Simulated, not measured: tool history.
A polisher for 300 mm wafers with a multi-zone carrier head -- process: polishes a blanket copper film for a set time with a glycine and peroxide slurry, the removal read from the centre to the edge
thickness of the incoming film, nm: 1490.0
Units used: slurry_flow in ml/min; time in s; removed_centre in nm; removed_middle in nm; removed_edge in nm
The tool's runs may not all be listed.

run	hour	slurry_flow	centre_zone	middle_zone	edge_zone	time	removed_centre	removed_middle	removed_edge
1	0.0	285	1.00	1.00	1.00	51	355.43	359.36	360.44
2	3.5	285	1.03	1.00	1.00	51	363.69	359.94	358.42
3	8.1	285	1.08	1.00	1.00	51	383.26	361.02	359.23
4	11.0	290	1.08	1.00	1.02	52	394.83	368.91	374.11
5	17.2	290	1.14	1.00	1.02	52	415.83	369.37	374.79
6	21.7	295	1.14	1.01	1.04	53	420.59	378.45	380.24
7	29.2	295	1.13	1.01	1.05	54	421.55	384.74	394.03

Run 8 comes next. What will it give?
8	30.7	300	1.13	1.01	1.06	55	?	?	?

removed_centre: 433.95 nm
removed_middle: 391.43 nm
removed_edge: 403.71 nm

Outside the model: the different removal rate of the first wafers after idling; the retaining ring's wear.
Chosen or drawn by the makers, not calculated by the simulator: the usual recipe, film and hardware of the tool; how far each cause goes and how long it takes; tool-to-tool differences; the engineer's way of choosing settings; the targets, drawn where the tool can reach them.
